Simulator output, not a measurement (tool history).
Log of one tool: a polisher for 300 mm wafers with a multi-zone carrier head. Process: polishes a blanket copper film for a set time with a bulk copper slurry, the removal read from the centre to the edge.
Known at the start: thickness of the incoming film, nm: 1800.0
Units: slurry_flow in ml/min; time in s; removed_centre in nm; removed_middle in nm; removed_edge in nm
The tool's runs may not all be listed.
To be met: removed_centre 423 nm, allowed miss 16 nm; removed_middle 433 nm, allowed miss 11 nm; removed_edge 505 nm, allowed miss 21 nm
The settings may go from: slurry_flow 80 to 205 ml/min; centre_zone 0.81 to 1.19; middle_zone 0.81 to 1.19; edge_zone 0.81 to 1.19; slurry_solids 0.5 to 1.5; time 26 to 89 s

run	day	slurry_flow	centre_zone	middle_zone	edge_zone	slurry_solids	time	removed_centre	removed_middle	removed_edge
1	0	135	1	1	1	1	57	317.62	314.2	312.85
2	0.075	135	0.97	0.98	1.06	1.15	62	347.57	350.34	373.08
3	0.392	135	0.97	0.98	1.06	1.25	62	359.84	354.37	369.61
4	0.5	120	0.97	0.98	1.06	1.25	62	336.65	346.83	366.14
5	0.867	135	0.93	0.97	1.1	1.3	64	348.7	365.9	391.73
# day 1.133: worn pad replaced by a new one
6	1.133	135	0.93	0.93	1.1	1.3	64	389.76	403.47	440.66
7	1.383	145	0.93	0.92	1.13	1.25	64	391.63	399.71	450.08
8	1.6	155	0.92	0.91	1.15	1.25	64	396.16	404.52	454.86
9	1.925	160	0.91	0.89	1.16	1.25	64	382.11	396.99	461.05

5 next moves are on the table. One of them brings every result within its allowed miss. Which?
A	2.25	170	1.03	0.89	1.12	1.1	62	?	?	?
B	2.25	160	0.89	0.88	1.13	1.1	72	?	?	?
C	2.25	175	0.93	1.02	1.14	1.2	55	?	?	?
D	2.25	160	1.15	0.99	1.07	1	58	?	?	?
E	2.25	170	0.92	0.86	1.12	1.15	58	?	?	?

move	removed_centre	removed_middle	removed_edge
A	426.68	375.24	428.45
B	423.15	428.77	496.51
C	350.62	374.88	392.27
D	431.67	365.29	379.87
E	359.95	346.98	405.22
A: further off than the last run
B: meets every target
C: further off than the last run
D: further off than the last run
E: further off than the last run
The right move is B.
